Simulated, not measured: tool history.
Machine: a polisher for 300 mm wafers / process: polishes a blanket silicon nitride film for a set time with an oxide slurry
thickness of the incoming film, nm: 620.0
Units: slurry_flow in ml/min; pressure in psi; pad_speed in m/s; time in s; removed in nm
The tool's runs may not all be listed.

| run | hour | slurry_flow | pressure | pad_speed | slurry_solids | time | removed |
|---|---|---|---|---|---|---|---|
| 1 | 0.0 | 280 | 3.5 | 1.32 | 1.0 | 82 | 68.077 |
| 2 | 4.3 | 275 | 3.1 | 1.32 | 1.0 | 82 | 61.108 |
| 3 | 10.6 | 275 | 2.7 | 1.32 | 1.0 | 82 | 55.498 |
| 4 | 13.2 | 275 | 2.7 | 1.48 | 1.0 | 82 | 60.683 |
| 5 | 14.5 | 275 | 2.7 | 1.48 | 1.1 | 82 | 63.687 |
| 6 | 23.3 | 275 | 2.7 | 1.48 | 1.1 | 82 | 62.495 |
| 7 | 28.7 | 270 | 2.4 | 1.46 | 1.1 | 82 | 56.911 |
| 8 | 37.3 | 265 | 2.2 | 1.46 | 1.1 | 82 | 52.758 |
| 9 | 39.3 | 250 | 2.1 | 1.46 | 1.1 | 82 | 52.027 |
| 10 | 45.0 | 250 | 1.9 | 1.46 | 1.1 | 82 | 48.266 |

What does the tool deliver on the next run?
| 11 | 46.5 | 245 | 1.8 | 1.46 | 1.1 | 82 | ? |

For run 11 the tool returned removed 46.310 nm.
